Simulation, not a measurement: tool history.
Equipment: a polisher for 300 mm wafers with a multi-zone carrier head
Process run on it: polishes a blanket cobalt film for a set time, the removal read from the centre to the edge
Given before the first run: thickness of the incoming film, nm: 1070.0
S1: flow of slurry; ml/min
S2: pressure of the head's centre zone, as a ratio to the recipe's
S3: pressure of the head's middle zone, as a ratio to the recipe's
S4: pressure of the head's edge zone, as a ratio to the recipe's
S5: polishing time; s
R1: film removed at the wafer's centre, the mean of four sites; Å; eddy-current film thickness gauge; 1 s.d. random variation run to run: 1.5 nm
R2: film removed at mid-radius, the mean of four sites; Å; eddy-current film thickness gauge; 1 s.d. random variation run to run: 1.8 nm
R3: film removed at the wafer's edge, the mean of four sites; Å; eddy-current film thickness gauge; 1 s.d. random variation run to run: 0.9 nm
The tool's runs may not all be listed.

run	hour	S1	S2	S3	S4	S5	R1	R2	R3
1	0.0	270	1.00	1.00	1.00	34	1104.7	1138.1	1115.4
2	7.3	270	1.08	1.00	1.00	34	1210.6	1124.9	1113.7
3	11.1	280	1.10	1.01	1.01	34	1212.1	1152.4	1145.6
4	19.0	250	1.10	1.01	1.01	34	1182.6	1106.6	1124.8
5	24.1	320	1.10	1.01	1.01	34	1214.3	1123.8	1123.8
6	27.6	320	1.11	1.02	1.00	35	1306.4	1185.1	1164.9
7	35.1	325	1.12	1.03	1.00	35	1316.9	1200.0	1158.0
8	41.1	325	1.13	1.03	1.00	35	1277.2	1216.2	1175.1
9	49.4	330	1.14	1.02	0.99	35	1324.3	1206.5	1158.8

What will run 10 give?
10	54.9	330	1.15	1.02	0.99	35	?	?	?

R1: 1334.9 Å
R2: 1191.6 Å
R3: 1155.5 Å
